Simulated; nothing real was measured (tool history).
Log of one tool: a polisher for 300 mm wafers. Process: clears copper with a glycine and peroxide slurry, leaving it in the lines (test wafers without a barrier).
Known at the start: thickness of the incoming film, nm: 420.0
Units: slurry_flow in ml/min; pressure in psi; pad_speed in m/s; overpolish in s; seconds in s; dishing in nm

run	hour	slurry_flow	pressure	pad_speed	overpolish	seconds	dishing
1	0.0	315	2.7	0.92	19	99.406	45.882
2	4.0	285	2.7	1.02	15	91.926	40.866
3	5.1	285	2.7	1.22	15	77.312	43.446
4	11.8	285	2.4	1.22	15	87.779	40.948
5	14.4	285	2.0	1.22	15	101.600	38.319
6	16.6	255	2.2	1.30	12	90.877	33.862

The next listed run, before its measurement:
7	23.4	190	2.9	1.40	6	?	?

Run 7 gave seconds 67.710 s, dishing 24.649 nm.
